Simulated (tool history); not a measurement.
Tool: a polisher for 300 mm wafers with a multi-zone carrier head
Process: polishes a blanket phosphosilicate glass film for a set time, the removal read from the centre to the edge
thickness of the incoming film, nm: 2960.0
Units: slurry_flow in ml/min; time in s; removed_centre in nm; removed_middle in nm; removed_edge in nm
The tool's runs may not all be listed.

| run | day | slurry_flow | centre_zone | middle_zone | edge_zone | slurry_solids | time | removed_centre | removed_middle | removed_edge |
|---|---|---|---|---|---|---|---|---|---|---|
| 1 | 0 | 300 | 1 | 1 | 1 | 1 | 43 | 538.88 | 545.68 | 526.21 |
| 2 | 0.1 | 300 | 1 | 1 | 1 | 0.85 | 43 | 507.92 | 520.83 | 514.16 |
| 3 | 0.146 | 300 | 1 | 1 | 1 | 0.75 | 43 | 490.14 | 492.48 | 486.47 |
| 4 | 0.371 | 300 | 1 | 1 | 1 | 0.6 | 43 | 453.84 | 466.17 | 445.9 |
| 5 | 0.538 | 300 | 1 | 1 | 1 | 0.8 | 43 | 508.91 | 510.88 | 494.95 |
| 6 | 0.579 | 300 | 1 | 1 | 1.06 | 0.8 | 43 | 509.19 | 502.82 | 522.18 |
| 7 | 0.912 | 300 | 1 | 0.99 | 1.04 | 0.75 | 42 | 480.69 | 480.17 | 488.61 |
| 8 | 1.275 | 300 | 1 | 0.98 | 1.02 | 0.7 | 41 | 456.5 | 451.11 | 466.98 |
| 9 | 1.404 | 300 | 1.01 | 0.98 | 1 | 0.7 | 40 | 452.46 | 450.17 | 442.09 |
| 10 | 1.517 | 300 | 1.01 | 0.97 | 0.98 | 0.7 | 39 | 440.66 | 436.43 | 427.07 |

Forecast run 11:
| 11 | 1.596 | 300 | 1.01 | 0.96 | 0.96 | 0.7 | 38 | ? | ? | ? |

{"run 11": {"removed_centre": 431.7, "removed_middle": 414.28, "removed_edge": 414.16}}
